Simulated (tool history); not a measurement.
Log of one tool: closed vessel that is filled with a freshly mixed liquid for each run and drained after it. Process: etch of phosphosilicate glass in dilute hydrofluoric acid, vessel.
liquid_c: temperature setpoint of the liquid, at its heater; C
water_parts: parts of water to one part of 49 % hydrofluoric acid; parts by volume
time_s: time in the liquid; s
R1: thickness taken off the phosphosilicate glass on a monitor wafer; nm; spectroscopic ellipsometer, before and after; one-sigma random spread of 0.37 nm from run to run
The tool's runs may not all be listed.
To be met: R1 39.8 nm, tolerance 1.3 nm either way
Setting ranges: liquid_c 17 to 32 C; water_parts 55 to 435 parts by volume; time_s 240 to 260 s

{"run": 1, "hour": 0.0, "liquid_c": 24, "water_parts": 245, "time_s": 240, "R1": 63.933}
{"run": 2, "hour": 3.6, "liquid_c": 22.5, "water_parts": 245, "time_s": 240, "R1": 59.914}
{"run": 3, "hour": 6.8, "liquid_c": 24, "water_parts": 245, "time_s": 240, "R1": 64.585}
{"run": 4, "hour": 11.6, "liquid_c": 23, "water_parts": 250, "time_s": 240, "R1": 60.529}
{"run": 5, "hour": 16.8, "liquid_c": 22, "water_parts": 260, "time_s": 240, "R1": 55.444}
{"run": 6, "hour": 22.4, "liquid_c": 21, "water_parts": 265, "time_s": 240, "R1": 51.178}
{"run": 7, "hour": 24.0, "liquid_c": 20.5, "water_parts": 270, "time_s": 240, "R1": 50.032}
{"run": 8, "hour": 28.6, "liquid_c": 17, "water_parts": 305, "time_s": 240, "R1": 37.096}
{"run": 9, "hour": 33.0, "liquid_c": 17.5, "water_parts": 305, "time_s": 240, "R1": 37.817}
{"run": 10, "hour": 40.2, "liquid_c": 17.5, "water_parts": 305, "time_s": 240, "R1": 38.368}

5 candidate next runs follow, results not yet known. Just one meets every target within its allowed miss. Identify it.
{"run": "A", "hour": 47.4, "liquid_c": 23.5, "water_parts": 380, "time_s": 250, "R1": "?"}
{"run": "B", "hour": 47.4, "liquid_c": 17, "water_parts": 310, "time_s": 245, "R1": "?"}
{"run": "C", "hour": 47.4, "liquid_c": 17, "water_parts": 335, "time_s": 260, "R1": "?"}
{"run": "D", "hour": 47.4, "liquid_c": 18, "water_parts": 310, "time_s": 250, "R1": "?"}
{"run": "E", "hour": 47.4, "liquid_c": 22, "water_parts": 360, "time_s": 240, "R1": "?"}

move=A R1=37.104
move=B R1=37.585
move=C R1=36.16
move=D R1=39.816
move=E R1=36.376
A: moves away from the targets compared with the last run
B: moves away from the targets compared with the last run
C: moves away from the targets compared with the last run
D: in spec on every target
E: moves away from the targets compared with the last run
D meets every target.
